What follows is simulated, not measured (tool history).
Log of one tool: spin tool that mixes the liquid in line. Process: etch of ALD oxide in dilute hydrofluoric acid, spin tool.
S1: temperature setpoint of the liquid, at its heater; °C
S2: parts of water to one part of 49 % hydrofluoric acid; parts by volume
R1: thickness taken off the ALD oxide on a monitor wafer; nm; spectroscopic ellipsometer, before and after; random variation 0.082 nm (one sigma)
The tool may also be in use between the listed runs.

run 1 hour=0.0 | S1=22 S2=85 time_under_the_liquid_(s)=160 | R1=17.113
run 2 hour=1.3 | S1=22 S2=100 time_under_the_liquid_(s)=160 | R1=14.322
run 3 hour=4.6 | S1=22 S2=80 time_under_the_liquid_(s)=160 | R1=18.256
run 4 hour=6.1 | S1=25 S2=80 time_under_the_liquid_(s)=160 | R1=20.610
run 5 hour=8.1 | S1=25 S2=80 time_under_the_liquid_(s)=160 | R1=20.553
run 6 hour=12.6 | S1=25 S2=105 time_under_the_liquid_(s)=160 | R1=15.173

The next listed run, before its measurement:
run 7 hour=14.9 | S1=26 S2=105 time_under_the_liquid_(s)=160 | R1=?

Run 7 gave R1 15.821 nm.
